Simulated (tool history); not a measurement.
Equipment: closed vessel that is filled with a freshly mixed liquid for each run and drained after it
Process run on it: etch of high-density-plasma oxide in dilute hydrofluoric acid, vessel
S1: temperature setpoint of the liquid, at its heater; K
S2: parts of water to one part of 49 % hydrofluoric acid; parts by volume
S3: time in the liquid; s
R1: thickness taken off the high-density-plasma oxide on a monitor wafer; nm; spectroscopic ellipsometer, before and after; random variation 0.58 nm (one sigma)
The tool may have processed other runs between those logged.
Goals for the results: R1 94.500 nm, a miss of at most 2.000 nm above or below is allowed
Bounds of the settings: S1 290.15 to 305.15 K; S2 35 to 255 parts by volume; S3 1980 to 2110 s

{"run": 1, "hour": 0.0, "S1": 297.15, "S2": 145, "S3": 1980, "R1": 60.601}
{"run": 2, "hour": 9.2, "S1": 299.65, "S2": 140, "S3": 1980, "R1": 69.337}
{"run": 3, "hour": 16.9, "S1": 301.15, "S2": 135, "S3": 1980, "R1": 76.138}
{"run": 4, "hour": 20.0, "S1": 301.15, "S2": 135, "S3": 1980, "R1": 76.503}
{"run": 5, "hour": 26.1, "S1": 301.15, "S2": 180, "S3": 1980, "R1": 55.037}
{"run": 6, "hour": 28.8, "S1": 298.65, "S2": 180, "S3": 1980, "R1": 49.755}
{"run": 7, "hour": 31.3, "S1": 300.65, "S2": 165, "S3": 1980, "R1": 59.207}
{"run": 8, "hour": 39.4, "S1": 302.15, "S2": 150, "S3": 1980, "R1": 70.246}
{"run": 9, "hour": 41.6, "S1": 303.15, "S2": 140, "S3": 1980, "R1": 78.63}
{"run": 10, "hour": 46.4, "S1": 303.65, "S2": 135, "S3": 1980, "R1": 83.354}

Exactly one of the 4 candidate moves below puts every result within its allowed miss. Which one?
{"run": "A", "hour": 51.2, "S1": 304.65, "S2": 125, "S3": 2090, "R1": "?"}
{"run": "B", "hour": 51.2, "S1": 305.15, "S2": 130, "S3": 2110, "R1": "?"}
{"run": "C", "hour": 51.2, "S1": 305.15, "S2": 130, "S3": 2075, "R1": "?"}
{"run": "D", "hour": 51.2, "S1": 298.65, "S2": 110, "S3": 2110, "R1": "?"}

move=A R1=101.960
move=B R1=100.060
move=C R1=98.403
move=D R1=95.298
A: pushes the last run's worst result past its target
B: pushes the last run's worst result past its target
C: pushes the last run's worst result past its target
D: all results land within tolerance of their targets
The right move is D.

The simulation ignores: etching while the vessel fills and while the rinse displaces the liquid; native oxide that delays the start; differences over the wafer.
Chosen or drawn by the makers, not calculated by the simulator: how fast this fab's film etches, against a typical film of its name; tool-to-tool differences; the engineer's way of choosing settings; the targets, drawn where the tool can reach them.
